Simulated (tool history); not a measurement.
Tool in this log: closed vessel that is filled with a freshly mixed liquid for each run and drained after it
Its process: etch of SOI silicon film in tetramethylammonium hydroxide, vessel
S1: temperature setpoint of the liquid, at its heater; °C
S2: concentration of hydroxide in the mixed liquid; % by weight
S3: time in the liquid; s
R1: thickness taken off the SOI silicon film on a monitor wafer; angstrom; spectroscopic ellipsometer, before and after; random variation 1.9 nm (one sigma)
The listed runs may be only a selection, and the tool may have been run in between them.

Run 1, day 0.000: S1 66.0 °C, S2 15.5 % by weight, S3 30 s. Result: R1 1472.7 angstrom.
Run 2, day 0.292: S1 66.0 °C, S2 18.0 % by weight, S3 30 s. Result: R1 1401.5 angstrom.
Run 3, day 0.396: S1 66.0 °C, S2 18.0 % by weight, S3 30 s. Result: R1 1405.7 angstrom.
Run 4, day 0.579: S1 66.0 °C, S2 20.5 % by weight, S3 30 s. Result: R1 1297.2 angstrom.
Run 5, day 0.946: S1 66.0 °C, S2 22.5 % by weight, S3 30 s. Result: R1 1235.2 angstrom.
Run 6, day 1.054: S1 68.0 °C, S2 22.5 % by weight, S3 30 s. Result: R1 1423.9 angstrom.

What does the tool deliver on the next run?
Run 7, day 1.192: S1 69.5 °C, S2 22.5 % by weight, S3 30 s. Result: R1 ?.

Run 7 yielded R1 1501.0 angstrom.
